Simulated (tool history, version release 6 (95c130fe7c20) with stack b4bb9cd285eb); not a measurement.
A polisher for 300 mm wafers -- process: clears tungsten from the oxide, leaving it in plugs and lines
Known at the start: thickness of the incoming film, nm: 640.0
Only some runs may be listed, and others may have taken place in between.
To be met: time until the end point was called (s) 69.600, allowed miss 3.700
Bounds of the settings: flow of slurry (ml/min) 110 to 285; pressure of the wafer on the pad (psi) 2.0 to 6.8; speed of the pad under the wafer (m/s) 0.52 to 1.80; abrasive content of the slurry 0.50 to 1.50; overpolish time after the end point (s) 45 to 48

| run | hour | flow of slurry (ml/min) | pressure of the wafer on the pad (psi) | speed of the pad under the wafer (m/s) | abrasive content of the slurry | overpolish time after the end point (s) | time until the end point was called (s) |
|---|---|---|---|---|---|---|---|
| 1 | 0.0 | 180 | 4.4 | 1.16 | 1.00 | 45 | 128.290 |
| 2 | 1.8 | 180 | 4.4 | 1.42 | 1.00 | 45 | 104.530 |
| 3 | 8.6 | 180 | 3.5 | 1.42 | 1.00 | 45 | 126.230 |
| 4 | 15.0 | 180 | 4.2 | 1.44 | 1.00 | 45 | 108.790 |
|  | 19.7 | worn pad replaced by a new one |
| 5 | 19.7 | 180 | 4.7 | 1.46 | 1.00 | 45 | 91.397 |
| 6 | 20.7 | 180 | 4.7 | 1.46 | 0.80 | 45 | 97.921 |
| 7 | 25.6 | 180 | 5.1 | 1.46 | 0.80 | 45 | 93.153 |
| 8 | 33.1 | 180 | 5.4 | 1.48 | 0.80 | 45 | 88.830 |
| 9 | 41.8 | 180 | 5.7 | 1.50 | 0.80 | 45 | 83.303 |

Exercise: of the 4 proposed moves below, exactly one satisfies all targets within the stated allowed misses. Which move is it?
| A | 50.5 | 220 | 6.2 | 1.72 | 0.70 | 46 | ? |
| B | 50.5 | 175 | 6.3 | 1.46 | 0.80 | 45 | ? |
| C | 50.5 | 175 | 5.8 | 1.54 | 0.75 | 45 | ? |
| D | 50.5 | 200 | 6.4 | 1.42 | 0.75 | 45 | ? |

| move | time until the end point was called (s) |
|---|---|
| A | 69.960 |
| B | 78.619 |
| C | 81.938 |
| D | 80.431 |
A: each result inside its tolerance
B: moves toward the targets from the last run without getting all of them in spec
C: moves toward the targets from the last run without getting all of them in spec
D: moves toward the targets from the last run without getting all of them in spec
Move A is the one to make.
